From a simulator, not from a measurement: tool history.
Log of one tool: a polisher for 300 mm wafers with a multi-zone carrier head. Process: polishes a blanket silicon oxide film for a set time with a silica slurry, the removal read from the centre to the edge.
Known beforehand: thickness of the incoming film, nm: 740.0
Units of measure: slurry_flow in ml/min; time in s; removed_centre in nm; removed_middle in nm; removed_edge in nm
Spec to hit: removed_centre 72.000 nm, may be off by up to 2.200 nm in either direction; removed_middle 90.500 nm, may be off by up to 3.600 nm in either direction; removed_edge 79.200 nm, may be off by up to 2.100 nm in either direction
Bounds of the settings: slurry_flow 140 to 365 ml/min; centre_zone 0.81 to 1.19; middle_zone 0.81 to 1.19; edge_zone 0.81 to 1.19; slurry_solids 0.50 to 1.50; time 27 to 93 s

run  hour  slurry_flow  centre_zone  middle_zone  edge_zone  slurry_solids  time  removed_centre  removed_middle  removed_edge
  1   0.0          235         1.00         1.00       1.00           1.00    59         217.820         220.220       210.260
  2   2.3          235         1.00         0.92       1.00           1.00    59         217.040         211.350       210.040
  3   3.2          215         0.96         0.91       0.96           0.90    52         170.900         172.260       171.830
  4   6.0          175         0.96         0.91       0.96           0.90    52         167.810         165.240       170.160
  5  12.0          170         0.93         0.93       0.93           0.80    47         137.170         144.800       143.230
  6  15.3          170         0.93         0.93       0.93           0.60    47         112.380         121.400       118.010
  7  17.0          175         0.92         0.94       0.92           0.60    43         103.600         109.880       107.670
  8  24.2          175         0.90         0.97       0.90           0.60    41          96.385         106.720       101.600
  9  30.1          175         0.90         0.97       0.90           0.60    41          97.652         108.690       101.700
 10  36.8          175         0.88         0.98       0.89           0.60    40          90.776         107.630        99.126
 11  44.6          175         0.87         0.98       0.88           0.60    39          88.015         104.530        95.951
 12  48.9          165         0.82         1.00       0.81           0.50    32          59.533          73.698        66.687
 13  57.8          195         0.82         1.00       0.82           0.50    32          60.098          74.705        67.598
 14  58.5          195         0.83         1.01       0.84           0.50    32          62.129          77.039        68.460
 15  61.1          190         0.84         1.02       0.87           0.50    32          62.001          77.963        68.612
 16  62.5          185         0.85         1.02       0.91           0.50    32          62.966          76.763        70.706

Below are 4 possible settings for the next run. Only one of them brings all results inside the allowed miss of their targets. Which is it?
  A  63.9          155         0.87         1.04       0.93           0.50    35               ?               ?             ?
  B  63.9          225         0.86         1.10       0.92           0.55    33               ?               ?             ?
  C  63.9          205         1.14         1.11       0.92           0.50    29               ?               ?             ?
  D  63.9          205         1.14         0.89       0.90           0.50    29               ?               ?             ?

move  removed_centre  removed_middle  removed_edge
   A          69.362          83.156        76.852
   B          73.202          91.288        80.055
   C          78.765          74.331        65.096
   D          78.680          65.285        64.573
A: nearer the targets than the last run, but a result is still out of spec
B: each result inside its tolerance
C: takes the result that was furthest off past its target
D: takes the result that was furthest off past its target
Correct choice: B, which meets every target

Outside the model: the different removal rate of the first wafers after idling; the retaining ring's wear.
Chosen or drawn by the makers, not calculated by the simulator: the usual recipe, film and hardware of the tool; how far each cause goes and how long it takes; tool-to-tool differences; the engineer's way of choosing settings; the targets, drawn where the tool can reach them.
